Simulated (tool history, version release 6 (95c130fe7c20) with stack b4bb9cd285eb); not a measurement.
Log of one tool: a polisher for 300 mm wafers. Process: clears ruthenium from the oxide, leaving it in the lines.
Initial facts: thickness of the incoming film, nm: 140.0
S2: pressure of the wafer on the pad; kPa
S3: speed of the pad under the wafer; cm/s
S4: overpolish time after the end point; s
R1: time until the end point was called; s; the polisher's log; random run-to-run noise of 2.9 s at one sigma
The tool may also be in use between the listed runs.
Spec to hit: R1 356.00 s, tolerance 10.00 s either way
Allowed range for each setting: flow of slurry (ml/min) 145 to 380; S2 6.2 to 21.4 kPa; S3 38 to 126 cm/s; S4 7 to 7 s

run 1 day=0.000 | flow_of_slurry_(ml/min)=245 S2=13.8 S3=82 S4=7 | R1=194.21
run 2 day=0.204 | flow_of_slurry_(ml/min)=190 S2=13.8 S3=82 S4=7 | R1=202.30
run 3 day=0.471 | flow_of_slurry_(ml/min)=190 S2=13.8 S3=82 S4=7 | R1=200.60
run 4 day=0.625 | flow_of_slurry_(ml/min)=185 S2=11.7 S3=82 S4=7 | R1=238.66
run 5 day=0.754 | flow_of_slurry_(ml/min)=185 S2=13.1 S3=82 S4=7 | R1=213.06
run 6 day=0.796 | flow_of_slurry_(ml/min)=180 S2=11.0 S3=82 S4=7 | R1=252.54
run 7 day=1.096 | flow_of_slurry_(ml/min)=175 S2=9.7 S3=82 S4=7 | R1=289.41
run 8 day=1.475 | flow_of_slurry_(ml/min)=175 S2=9.0 S3=82 S4=7 | R1=314.68
run 9 day=1.596 | flow_of_slurry_(ml/min)=175 S2=8.3 S3=82 S4=7 | R1=337.71

Exactly one of the 4 candidate moves below puts every result within its allowed miss. Which one?
run A day=1.717 | flow_of_slurry_(ml/min)=145 S2=7.6 S3=90 S4=7 | R1=?
run B day=1.717 | flow_of_slurry_(ml/min)=180 S2=9.0 S3=74 S4=7 | R1=?
run C day=1.717 | flow_of_slurry_(ml/min)=160 S2=7.6 S3=104 S4=7 | R1=?
run D day=1.717 | flow_of_slurry_(ml/min)=155 S2=8.3 S3=84 S4=7 | R1=?

move=A R1=350.73
move=B R1=332.97
move=C R1=307.15
move=D R1=335.83
A: each result inside its tolerance
B: further off than the last run
C: further off than the last run
D: further off than the last run
Go with A: it meets all targets.
